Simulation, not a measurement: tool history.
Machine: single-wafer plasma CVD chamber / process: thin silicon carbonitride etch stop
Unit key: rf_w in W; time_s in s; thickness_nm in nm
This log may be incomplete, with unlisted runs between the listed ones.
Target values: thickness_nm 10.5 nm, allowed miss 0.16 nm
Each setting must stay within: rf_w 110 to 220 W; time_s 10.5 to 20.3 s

Run 1, hour 0: rf_w 165 W, time_s 15.4 s. Result: thickness_nm 8.2962 nm.
Run 2, hour 7.5: rf_w 165 W, time_s 13.4 s. Result: thickness_nm 7.1967 nm.
Run 3, hour 14.4: rf_w 185 W, time_s 13.4 s. Result: thickness_nm 7.4156 nm.
Run 4, hour 22.5: rf_w 185 W, time_s 12.1 s. Result: thickness_nm 6.759 nm.
Run 5, hour 29.1: rf_w 190 W, time_s 13.5 s. Result: thickness_nm 7.557 nm.
Run 6, hour 33.9: rf_w 190 W, time_s 12.4 s. Result: thickness_nm 6.9424 nm.
Run 7, hour 35.4: rf_w 195 W, time_s 13.7 s. Result: thickness_nm 7.7382 nm.
Run 8, hour 35.9: rf_w 200 W, time_s 14.6 s. Result: thickness_nm 8.2461 nm.
Run 9, hour 43.3: rf_w 205 W, time_s 15.4 s. Result: thickness_nm 8.788 nm.
Run 10, hour 43.8: rf_w 210 W, time_s 16 s. Result: thickness_nm 9.2287 nm.
Run 11, hour 46: rf_w 210 W, time_s 16.4 s. Result: thickness_nm 9.446 nm.
Run 12, hour 46.6: rf_w 210 W, time_s 16.7 s. Result: thickness_nm 9.6387 nm.
Run 13, hour 55.3: rf_w 210 W, time_s 17 s. Result: thickness_nm 9.7866 nm.
Run 14, hour 60.1: rf_w 210 W, time_s 17.2 s. Result: thickness_nm 9.8996 nm.
Run 15, hour 64.7: rf_w 210 W, time_s 17.4 s. Result: thickness_nm 9.981 nm.

Exercise: of the 4 proposed moves below, exactly one satisfies all targets within the stated allowed misses. Which move is it?
Run A, hour 69.3: rf_w 215 W, time_s 18 s. Result: thickness_nm ?.
Run B, hour 69.3: rf_w 190 W, time_s 17.2 s. Result: thickness_nm ?.
Run C, hour 69.3: rf_w 210 W, time_s 17.3 s. Result: thickness_nm ?.
Run D, hour 69.3: rf_w 190 W, time_s 16.5 s. Result: thickness_nm ?.

move  thickness_nm
   A        10.437
   B        9.6245
   C        9.9636
   D        9.2328
A: all results in spec
B: misses by more than the last run did
C: no nearer and no further than the last run
D: misses by more than the last run did
Move A is the one to make.

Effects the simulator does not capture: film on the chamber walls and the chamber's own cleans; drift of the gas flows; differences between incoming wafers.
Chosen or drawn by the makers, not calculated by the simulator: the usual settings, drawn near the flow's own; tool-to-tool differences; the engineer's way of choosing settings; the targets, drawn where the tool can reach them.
